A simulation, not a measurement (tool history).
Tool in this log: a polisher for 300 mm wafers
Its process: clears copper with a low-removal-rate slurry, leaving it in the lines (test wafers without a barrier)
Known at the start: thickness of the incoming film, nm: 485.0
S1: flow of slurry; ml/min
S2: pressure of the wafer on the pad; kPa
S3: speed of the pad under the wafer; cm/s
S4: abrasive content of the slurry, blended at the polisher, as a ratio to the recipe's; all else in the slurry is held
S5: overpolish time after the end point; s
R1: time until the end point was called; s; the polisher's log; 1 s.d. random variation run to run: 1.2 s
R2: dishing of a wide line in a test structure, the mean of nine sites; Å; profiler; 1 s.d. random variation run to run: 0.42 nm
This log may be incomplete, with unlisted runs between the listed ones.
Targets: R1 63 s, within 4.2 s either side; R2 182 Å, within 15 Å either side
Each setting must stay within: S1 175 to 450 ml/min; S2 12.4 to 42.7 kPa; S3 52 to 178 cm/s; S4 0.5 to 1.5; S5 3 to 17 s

run	hour	S1	S2	S3	S4	S5	R1	R2
1	0	290	27.6	114	1	9	101.07	224.65
2	2.6	290	33.8	114	1	9	82.226	245.26
3	6	345	33.8	114	1	9	79.624	241.43
4	12	395	33.8	114	1	9	83.116	247.4
5	16.3	395	33.8	114	1	11	82.092	291.49
6	19.5	365	33.8	114	1	11	82.983	282.07
7	27.8	285	41.4	120	1	7	66.21	253.81
8	32.9	365	38.6	128	1	3	64.6	143.08

Of the 4 settings listed for the next run, only one would bring every result within its allowed miss of target. Which one?
A	38	360	42.7	134	1	5	?	?
B	38	330	33.8	152	0.8	6	?	?
C	38	410	36.5	138	1.2	4	?	?
D	38	355	34.5	150	1.1	3	?	?

move	R1	R2
A	56.014	218.45
B	68.39	215.4
C	60.474	179.4
D	62.06	142.55
A: pushes the last run's worst result past its target
B: pushes the last run's worst result past its target
C: hits every target within its allowed miss
D: just as far off the targets as the last run
Correct choice: C, which meets every target

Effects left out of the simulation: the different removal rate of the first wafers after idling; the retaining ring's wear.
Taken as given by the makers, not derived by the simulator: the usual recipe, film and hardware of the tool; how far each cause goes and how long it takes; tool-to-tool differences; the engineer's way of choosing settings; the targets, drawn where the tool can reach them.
